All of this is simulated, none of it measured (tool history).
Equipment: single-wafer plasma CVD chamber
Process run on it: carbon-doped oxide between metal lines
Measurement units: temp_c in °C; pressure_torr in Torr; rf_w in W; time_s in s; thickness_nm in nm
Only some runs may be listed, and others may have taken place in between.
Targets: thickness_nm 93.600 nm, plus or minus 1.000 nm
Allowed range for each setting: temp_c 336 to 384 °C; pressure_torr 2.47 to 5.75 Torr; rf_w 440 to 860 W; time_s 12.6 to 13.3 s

run,hour,temp_c,pressure_torr,rf_w,time_s,thickness_nm
1,0.0,360,4.11,650,13.3,77.155
2,2.2,360,4.11,700,13.3,81.377
3,3.3,356,4.41,710,13.3,83.656
4,11.3,356,4.41,765,13.3,88.594
5,16.3,353,4.51,765,13.3,89.293
6,21.8,353,4.51,765,12.6,85.030
7,27.6,351,4.74,775,12.6,87.113
8,29.5,349,4.92,780,12.6,89.125
9,36.7,347,5.03,780,12.6,89.508
10,43.6,346,5.15,780,12.6,90.406
# hour 47.8: thermocouple changed; heater temperature recalibrated
11,47.8,345,5.22,780,12.6,92.771

Exactly one of the 5 candidate moves below puts every result within its allowed miss. Which one?
A,52.0,341,4.95,760,12.6,?
B,52.0,344,5.42,785,12.9,?
C,52.0,346,5.10,790,12.7,?
D,52.0,350,5.11,770,12.9,?
E,52.0,358,4.84,775,13.2,?

move,thickness_nm
A,91.475
B,95.997
C,93.472
D,92.067
E,91.359
A: further off than the last run
B: moves the result that the last run missed by most past its target, out the other side
C: every result lands within tolerance
D: further off than the last run
E: further off than the last run
The right move is C.
